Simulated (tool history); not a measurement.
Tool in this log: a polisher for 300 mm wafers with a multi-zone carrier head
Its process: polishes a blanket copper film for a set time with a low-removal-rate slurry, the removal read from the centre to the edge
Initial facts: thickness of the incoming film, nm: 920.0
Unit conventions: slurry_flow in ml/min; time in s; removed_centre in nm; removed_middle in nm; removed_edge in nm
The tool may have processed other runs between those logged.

run,hour,slurry_flow,centre_zone,middle_zone,edge_zone,slurry_solids,time,removed_centre,removed_middle,removed_edge
1,0.0,290,1.00,1.00,1.00,1.00,90,174.51,177.50,173.87
2,5.8,290,1.00,1.00,1.00,1.00,111,218.47,217.75,221.25
3,14.0,290,1.00,1.00,1.00,1.00,99,191.10,195.62,193.79
4,21.9,290,1.05,1.00,1.00,1.00,99,204.32,195.57,193.52
5,24.2,290,1.05,1.00,1.00,0.90,99,194.54,193.40,191.05
6,33.0,355,1.05,1.00,1.00,0.90,99,205.81,192.85,193.76
7,42.0,355,1.05,1.00,1.00,0.90,99,204.17,194.12,193.81
8,44.5,350,1.02,1.02,0.90,0.65,74,140.77,142.71,131.90

The next listed run, before its measurement:
9,47.0,325,1.03,0.99,0.81,0.50,63,?,?,?

removed_centre: 120.38 nm
removed_middle: 117.67 nm
removed_edge: 104.57 nm
